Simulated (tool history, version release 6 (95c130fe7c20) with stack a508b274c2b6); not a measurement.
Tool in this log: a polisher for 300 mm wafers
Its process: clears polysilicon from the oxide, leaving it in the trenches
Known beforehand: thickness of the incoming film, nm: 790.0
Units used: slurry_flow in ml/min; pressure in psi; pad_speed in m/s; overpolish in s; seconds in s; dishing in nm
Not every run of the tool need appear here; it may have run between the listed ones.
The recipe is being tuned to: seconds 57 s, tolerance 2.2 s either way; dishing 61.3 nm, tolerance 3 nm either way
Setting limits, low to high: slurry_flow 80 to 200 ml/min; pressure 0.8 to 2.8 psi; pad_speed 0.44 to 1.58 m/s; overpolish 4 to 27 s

| run | day | slurry_flow | pressure | pad_speed | overpolish | seconds | dishing |
|---|---|---|---|---|---|---|---|
| 1 | 0 | 130 | 1.8 | 1 | 14 | 71.605 | 59.171 |
| 2 | 0.338 | 130 | 1.8 | 0.86 | 14 | 77.267 | 54.433 |
| 3 | 0.488 | 130 | 1.8 | 0.86 | 11 | 77.225 | 51.787 |
| 4 | 0.65 | 130 | 1.8 | 0.76 | 11 | 85.536 | 50.974 |
| 5 | 0.962 | 130 | 1.5 | 0.76 | 11 | 102.63 | 47.419 |
| 6 | 1.333 | 155 | 1.5 | 0.76 | 11 | 100.63 | 46.826 |
| 7 | 1.392 | 155 | 1.7 | 0.76 | 12 | 89.136 | 51.985 |
| 8 | 1.75 | 155 | 1.8 | 0.76 | 12 | 84.061 | 52.428 |
| 9 | 2.112 | 155 | 1.9 | 0.76 | 12 | 79.757 | 52.368 |
| 10 | 2.425 | 155 | 2 | 0.76 | 13 | 74.929 | 54.856 |
| 11 | 2.488 | 155 | 2.1 | 0.76 | 13 | 71.748 | 55.982 |
| 12 | 2.558 | 155 | 2.2 | 0.76 | 13 | 68.66 | 55.843 |
| 13 | 2.588 | 155 | 2.3 | 0.76 | 13 | 66.278 | 57.738 |
| 14 | 2.688 | 155 | 2.4 | 0.76 | 13 | 63.091 | 58.075 |
| 15 | 2.825 | 155 | 2.5 | 0.76 | 14 | 59.215 | 60.315 |

Exercise: of the 5 proposed moves below, exactly one satisfies all targets within the stated allowed misses. Which move is it?
| A | 2.962 | 160 | 2.6 | 0.78 | 15 | ? | ? |
| B | 2.962 | 115 | 2.6 | 0.74 | 11 | ? | ? |
| C | 2.962 | 155 | 2.3 | 0.8 | 22 | ? | ? |
| D | 2.962 | 160 | 2.5 | 0.78 | 11 | ? | ? |
| E | 2.962 | 130 | 2.5 | 0.76 | 16 | ? | ? |

| move | seconds | dishing |
|---|---|---|
| A | 57.277 | 60.427 |
| B | 61.981 | 55.753 |
| C | 63.755 | 62.087 |
| D | 59.518 | 56.375 |
| E | 62.225 | 60.271 |
A: in spec on every target
B: the biggest miss grows against the last run
C: the biggest miss grows against the last run
D: the biggest miss grows against the last run
E: the biggest miss grows against the last run
The move that meets every target is A.
